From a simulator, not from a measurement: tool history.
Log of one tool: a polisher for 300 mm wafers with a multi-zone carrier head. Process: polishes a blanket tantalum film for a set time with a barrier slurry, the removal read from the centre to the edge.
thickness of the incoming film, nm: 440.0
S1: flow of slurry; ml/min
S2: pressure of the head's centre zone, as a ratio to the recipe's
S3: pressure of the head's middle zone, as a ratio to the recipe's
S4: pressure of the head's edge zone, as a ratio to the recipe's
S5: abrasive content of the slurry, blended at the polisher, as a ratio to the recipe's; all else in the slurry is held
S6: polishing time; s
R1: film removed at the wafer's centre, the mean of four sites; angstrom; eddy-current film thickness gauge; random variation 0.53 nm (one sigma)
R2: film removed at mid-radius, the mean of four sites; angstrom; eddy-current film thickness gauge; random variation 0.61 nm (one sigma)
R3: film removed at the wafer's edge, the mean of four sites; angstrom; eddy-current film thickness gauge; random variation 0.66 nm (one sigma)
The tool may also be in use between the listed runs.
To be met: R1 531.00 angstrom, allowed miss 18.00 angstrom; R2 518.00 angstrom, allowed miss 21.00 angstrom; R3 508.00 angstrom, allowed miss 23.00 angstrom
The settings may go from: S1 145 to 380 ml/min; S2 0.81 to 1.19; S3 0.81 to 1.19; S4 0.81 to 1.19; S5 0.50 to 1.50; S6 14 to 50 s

run  hour   S1    S2    S3    S4    S5  S6      R1      R2      R3
  1   0.0  245  1.00  1.00  1.00  1.00  32  450.16  445.84  459.52
  2   1.6  280  1.00  1.00  1.00  1.00  32  447.47  446.30  466.54
  3   3.8  280  1.02  1.02  1.01  1.05  32  469.56  466.39  458.20
  4  10.3  280  1.02  1.02  0.94  1.05  32  466.12  469.13  443.35
  5  15.5  280  1.02  1.02  0.96  1.10  32  475.29  475.80  456.74
  6  22.1  280  1.02  1.02  0.96  1.10  25  369.76  374.06  364.62
  7  23.5  295  1.12  1.10  1.06  1.35  30  522.71  507.44  480.36
  8  30.2  295  1.12  1.10  1.07  1.35  30  512.42  493.08  476.91

Which of these 5 next moves meets every target?
  A  36.9  270  1.04  1.03  1.16  1.40  31   ?   ?   ?
  B  36.9  270  1.10  1.09  1.09  1.35  32   ?   ?   ?
  C  36.9  295  1.12  0.95  1.19  1.45  31   ?   ?   ?
  D  36.9  280  1.05  0.99  1.16  1.35  30   ?   ?   ?
  E  36.9  290  1.13  1.15  1.07  1.30  29   ?   ?   ?

move      R1      R2      R3
   A  491.81  491.72  521.37
   B  532.68  527.48  517.72
   C  538.47  466.92  535.76
   D  477.87  457.81  501.58
   E  494.87  498.47  462.60
A: brings the result that was furthest off to its target, and leaves another outside
B: meets every target
C: takes the result that was furthest off past its target
D: brings the result that was furthest off to its target, and leaves another outside
E: further off than the last run
The right move is B.
